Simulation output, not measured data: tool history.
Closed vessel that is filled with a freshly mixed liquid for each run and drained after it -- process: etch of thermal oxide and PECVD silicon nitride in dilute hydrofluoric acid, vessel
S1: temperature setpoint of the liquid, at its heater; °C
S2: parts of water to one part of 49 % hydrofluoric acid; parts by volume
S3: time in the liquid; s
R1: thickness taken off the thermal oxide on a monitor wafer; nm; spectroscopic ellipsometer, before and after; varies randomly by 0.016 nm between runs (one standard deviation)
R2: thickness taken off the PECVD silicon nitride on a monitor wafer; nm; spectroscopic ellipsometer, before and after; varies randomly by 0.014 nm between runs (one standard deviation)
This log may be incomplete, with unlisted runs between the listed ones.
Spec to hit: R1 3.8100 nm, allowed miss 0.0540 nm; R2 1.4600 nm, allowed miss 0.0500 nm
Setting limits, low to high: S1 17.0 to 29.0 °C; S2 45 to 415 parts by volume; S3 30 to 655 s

run  hour    S1   S2   S3      R1      R2
  1   0.0  21.0  230  335  5.2817  1.9402
  2   6.9  20.5  245  340  4.8466  1.8030
  3  15.1  20.5  175  340  7.2514  2.4636
  4  17.9  20.5  235  340  5.1473  1.9068
  5  20.5  20.5  205  340  5.9703  2.1166
  6  22.0  20.0  230  345  5.2122  1.9234
  7  27.6  19.0  240  345  4.7461  1.7080
  8  31.9  19.0  255  350  4.4891  1.6279
  9  38.7  19.0  265  355  4.3209  1.6020
 10  42.1  19.0  275  360  4.1880  1.5463
 11  49.6  19.0  280  360  4.1119  1.5363
 12  55.1  19.0  285  360  3.9987  1.5056
 13  63.6  19.0  290  360  3.9276  1.4772
 14  64.5  19.5  300  365  3.9098  1.5020
 15  68.2  19.0  305  365  3.7472  1.4197

Of the 5 settings listed for the next run, only one would bring every result within its allowed miss of target. Which one?
  A  71.9  19.0  345  415   ?   ?
  B  71.9  17.5  235  290   ?   ?
  C  71.9  20.0  315  365   ?   ?
  D  71.9  19.5  305  365   ?   ?
  E  71.9  17.0  295  390   ?   ?

move      R1      R2
   A  3.6295  1.4547
   B  3.8719  1.3319
   C  3.7199  1.4876
   D  3.8059  1.4867
   E  3.8631  1.3953
A: the biggest miss grows against the last run
B: moves the result that the last run missed by most past its target, out the other side
C: the biggest miss grows against the last run
D: each result inside its tolerance
E: the furthest-off result lands on target, but another misses its tolerance
The move that meets every target is D.
